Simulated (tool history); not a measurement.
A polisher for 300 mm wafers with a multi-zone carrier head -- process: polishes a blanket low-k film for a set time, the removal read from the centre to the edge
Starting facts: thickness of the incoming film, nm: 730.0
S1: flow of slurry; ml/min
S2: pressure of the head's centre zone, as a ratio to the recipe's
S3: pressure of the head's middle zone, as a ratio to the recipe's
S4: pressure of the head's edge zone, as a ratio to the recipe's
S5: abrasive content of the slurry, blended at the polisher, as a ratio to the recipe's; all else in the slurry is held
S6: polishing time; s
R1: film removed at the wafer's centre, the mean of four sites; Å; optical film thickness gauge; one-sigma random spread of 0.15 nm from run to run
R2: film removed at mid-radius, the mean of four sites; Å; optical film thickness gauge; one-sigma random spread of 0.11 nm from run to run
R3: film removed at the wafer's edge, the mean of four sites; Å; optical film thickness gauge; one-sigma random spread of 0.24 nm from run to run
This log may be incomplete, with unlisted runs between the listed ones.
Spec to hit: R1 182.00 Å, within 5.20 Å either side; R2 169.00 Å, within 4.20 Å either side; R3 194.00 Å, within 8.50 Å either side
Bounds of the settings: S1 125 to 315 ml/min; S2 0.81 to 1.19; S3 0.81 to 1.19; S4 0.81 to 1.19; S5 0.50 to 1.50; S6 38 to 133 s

| run | day | S1 | S2 | S3 | S4 | S5 | S6 | R1 | R2 | R3 |
|---|---|---|---|---|---|---|---|---|---|---|
| 1 | 0.000 | 205 | 1.00 | 1.00 | 1.00 | 1.00 | 85 | 259.53 | 267.24 | 251.10 |
| 2 | 0.283 | 205 | 1.00 | 1.00 | 1.00 | 1.00 | 105 | 324.86 | 327.09 | 304.72 |
| 3 | 0.579 | 205 | 1.00 | 0.95 | 1.00 | 1.00 | 105 | 322.33 | 316.30 | 315.00 |
| 4 | 0.854 | 205 | 1.08 | 0.95 | 1.00 | 1.00 | 105 | 345.54 | 310.50 | 307.27 |
| 5 | 1.012 | 195 | 1.06 | 0.92 | 1.00 | 0.90 | 99 | 299.58 | 268.11 | 272.48 |
| 6 | 1.104 | 195 | 1.06 | 0.92 | 0.94 | 0.90 | 99 | 299.51 | 269.13 | 262.70 |
| 7 | 1.350 | 185 | 1.03 | 0.89 | 0.96 | 0.80 | 96 | 263.34 | 233.88 | 241.21 |
| 8 | 1.438 | 175 | 1.00 | 0.87 | 0.96 | 0.75 | 95 | 238.92 | 217.08 | 227.52 |
| 9 | 1.688 | 165 | 0.98 | 0.86 | 0.97 | 0.70 | 95 | 218.62 | 200.98 | 211.24 |
| 10 | 1.875 | 155 | 0.97 | 0.85 | 0.99 | 0.70 | 95 | 216.40 | 199.15 | 214.75 |
| 11 | 1.992 | 150 | 0.96 | 0.84 | 1.00 | 0.65 | 95 | 197.74 | 185.75 | 206.75 |
| 12 | 2.250 | 145 | 0.96 | 0.83 | 1.00 | 0.65 | 95 | 200.35 | 183.13 | 202.19 |
| 13 | 2.550 | 140 | 0.95 | 0.83 | 1.01 | 0.65 | 95 | 195.00 | 182.40 | 209.00 |

Which one of the following 5 next-run settings gets every result inside its allowed miss? There is exactly one.
| A | 2.850 | 160 | 0.99 | 0.96 | 1.04 | 0.60 | 99 | ? | ? | ? |
| B | 2.850 | 125 | 0.97 | 0.92 | 1.11 | 0.60 | 101 | ? | ? | ? |
| C | 2.850 | 125 | 0.94 | 0.87 | 1.03 | 0.70 | 87 | ? | ? | ? |
| D | 2.850 | 170 | 0.93 | 0.82 | 1.05 | 0.60 | 93 | ? | ? | ? |
| E | 2.850 | 125 | 1.00 | 0.88 | 1.07 | 0.70 | 94 | ? | ? | ? |

| move | R1 | R2 | R3 |
|---|---|---|---|
| A | 204.33 | 200.80 | 207.18 |
| B | 196.24 | 190.87 | 213.01 |
| C | 185.95 | 178.34 | 200.91 |
| D | 181.66 | 166.94 | 197.05 |
| E | 213.85 | 194.44 | 221.17 |
A: further off than the last run
B: further off than the last run
C: closes in on the targets versus the last run, not all within tolerance yet
D: all results land within tolerance of their targets
E: further off than the last run
So the answer is move D, the one that meets all the targets.
